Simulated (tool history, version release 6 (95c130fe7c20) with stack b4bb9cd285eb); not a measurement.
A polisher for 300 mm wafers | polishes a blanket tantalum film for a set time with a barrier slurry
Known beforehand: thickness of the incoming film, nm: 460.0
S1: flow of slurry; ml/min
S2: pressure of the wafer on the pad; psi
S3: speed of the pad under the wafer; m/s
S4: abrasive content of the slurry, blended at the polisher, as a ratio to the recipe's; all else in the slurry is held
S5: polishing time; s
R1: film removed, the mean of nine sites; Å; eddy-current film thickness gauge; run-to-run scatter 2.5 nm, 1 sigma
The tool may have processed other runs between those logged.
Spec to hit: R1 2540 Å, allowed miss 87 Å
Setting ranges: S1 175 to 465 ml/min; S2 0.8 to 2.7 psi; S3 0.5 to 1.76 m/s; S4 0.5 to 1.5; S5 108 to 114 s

run  hour   S1   S2    S3   S4   S5      R1
  1     0  295  1.7  1.12    1  108  1529.5
  2   3.5  295    2  1.12    1  108  1794.4
  3  10.5  295  2.2  1.12    1  108  2040.3
  4  15.3  295  2.3  1.12    1  108  2106.9
  5  17.5  295  2.4  1.12    1  108  2202.7
  6  19.6  295  2.4  1.12  0.8  108  2040.5
  7  25.4  295  2.5  1.14  0.8  108  2159.6
  8  29.4  295  2.5  1.14  0.8  108  2175.2
  9  31.1  295  2.6  1.16  0.8  108  2269.1
 10  34.8  295  2.6  1.18  0.8  108    2286
 11  42.8  295  2.6  1.22  0.8  108  2418.8

4 next moves are on the table. One of them brings every result within its allowed miss. Which?
  A  50.8  320  2.4  1.34  0.65  111   ?
  B  50.8  310  2.6  1.22  0.85  112   ?
  C  50.8  275  2.7  1.22  0.65  109   ?
  D  50.8  195  2.7  1.18  0.85  108   ?

move      R1
   A    2276
   B  2485.1
   C  2306.8
   D  2327.1
A: its largest miss is bigger than the last run's
B: hits every target within its allowed miss
C: its largest miss is bigger than the last run's
D: its largest miss is bigger than the last run's
Move B is the one to make.
